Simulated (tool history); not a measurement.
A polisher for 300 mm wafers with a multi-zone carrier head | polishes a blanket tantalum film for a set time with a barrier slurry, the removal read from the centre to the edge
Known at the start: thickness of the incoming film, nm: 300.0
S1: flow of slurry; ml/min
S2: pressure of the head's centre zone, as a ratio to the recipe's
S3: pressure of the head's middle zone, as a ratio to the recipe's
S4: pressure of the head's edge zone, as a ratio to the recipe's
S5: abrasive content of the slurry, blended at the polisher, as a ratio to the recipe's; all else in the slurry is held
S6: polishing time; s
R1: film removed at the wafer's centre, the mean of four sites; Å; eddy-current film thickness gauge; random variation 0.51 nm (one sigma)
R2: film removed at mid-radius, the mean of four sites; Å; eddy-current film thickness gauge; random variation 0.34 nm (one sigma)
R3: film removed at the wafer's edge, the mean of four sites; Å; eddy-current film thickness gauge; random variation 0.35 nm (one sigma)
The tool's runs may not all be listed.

Run 1, hour 0.0: S1 265 ml/min, S2 1.00, S3 1.00, S4 1.00, S5 1.00, S6 36 s. Result: R1 659.70 Å, R2 631.10 Å, R3 654.26 Å.
Run 2, hour 6.6: S1 265 ml/min, S2 1.00, S3 1.00, S4 1.00, S5 1.00, S6 31 s. Result: R1 571.74 Å, R2 550.23 Å, R3 566.07 Å.
Run 3, hour 7.5: S1 265 ml/min, S2 1.00, S3 1.00, S4 0.98, S5 0.90, S6 29 s. Result: R1 512.14 Å, R2 506.93 Å, R3 504.93 Å.
Run 4, hour 12.7: S1 265 ml/min, S2 1.00, S3 0.98, S4 0.96, S5 0.85, S6 28 s. Result: R1 485.22 Å, R2 473.35 Å, R3 485.10 Å.
Run 5, hour 20.1: S1 265 ml/min, S2 1.00, S3 1.05, S4 0.96, S5 0.85, S6 28 s. Result: R1 489.92 Å, R2 505.27 Å, R3 476.11 Å.
Run 6, hour 21.4: S1 265 ml/min, S2 1.07, S3 1.05, S4 0.96, S5 0.85, S6 28 s. Result: R1 534.10 Å, R2 501.75 Å, R3 472.37 Å.
Run 7, hour 29.6: S1 265 ml/min, S2 1.06, S3 1.04, S4 0.95, S5 0.80, S6 27 s. Result: R1 488.38 Å, R2 468.54 Å, R3 453.95 Å.
Run 8, hour 37.4: S1 265 ml/min, S2 1.06, S3 1.04, S4 0.94, S5 0.75, S6 26 s. Result: R1 471.61 Å, R2 444.17 Å, R3 423.78 Å.

The next listed run, before its measurement:
Run 9, hour 45.7: S1 265 ml/min, S2 1.05, S3 1.03, S4 0.93, S5 0.70, S6 26 s. Result: R1 ?, R2 ?, R3 ?.

R1: 455.76 Å
R2: 439.49 Å
R3: 411.35 Å

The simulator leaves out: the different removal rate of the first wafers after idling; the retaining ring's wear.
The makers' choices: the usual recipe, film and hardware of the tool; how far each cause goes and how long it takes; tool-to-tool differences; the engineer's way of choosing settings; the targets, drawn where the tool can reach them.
